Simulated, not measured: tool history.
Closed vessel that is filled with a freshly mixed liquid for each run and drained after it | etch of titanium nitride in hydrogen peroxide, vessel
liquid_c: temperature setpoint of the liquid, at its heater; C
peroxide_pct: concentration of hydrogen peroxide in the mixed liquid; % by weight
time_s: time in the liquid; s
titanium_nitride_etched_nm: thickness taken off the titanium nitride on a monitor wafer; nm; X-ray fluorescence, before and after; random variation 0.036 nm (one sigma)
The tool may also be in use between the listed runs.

| run | hour | liquid_c | peroxide_pct | time_s | titanium_nitride_etched_nm |
|---|---|---|---|---|---|
| 1 | 0 | 55 | 18 | 300 | 11.702 |
| 2 | 6.4 | 61.5 | 18 | 300 | 18.357 |
| 3 | 12.1 | 61.5 | 18 | 165 | 9.9732 |
| 4 | 14.3 | 61.5 | 21 | 165 | 10.277 |
| 5 | 18.2 | 61.5 | 21 | 300 | 18.553 |
| 6 | 27.2 | 66 | 21 | 300 | 25.5 |
| 7 | 30.7 | 60.5 | 21 | 300 | 17.417 |
| 8 | 36.6 | 54.5 | 20.5 | 300 | 11.503 |
| 9 | 43 | 50.5 | 20.5 | 300 | 8.6618 |
| 10 | 44.5 | 48 | 20.5 | 300 | 7.2123 |
| 11 | 49.9 | 46 | 20.5 | 300 | 6.2922 |
| 12 | 52.4 | 45 | 20.5 | 300 | 5.7682 |
| 13 | 53.3 | 44.5 | 20.5 | 300 | 5.6041 |
| 14 | 61.2 | 44 | 20.5 | 300 | 5.4323 |

Run 15 comes next. What will it give?
| 15 | 67.5 | 43.5 | 20.5 | 300 | ? |

Run 15 gave titanium_nitride_etched_nm 5.1254 nm.

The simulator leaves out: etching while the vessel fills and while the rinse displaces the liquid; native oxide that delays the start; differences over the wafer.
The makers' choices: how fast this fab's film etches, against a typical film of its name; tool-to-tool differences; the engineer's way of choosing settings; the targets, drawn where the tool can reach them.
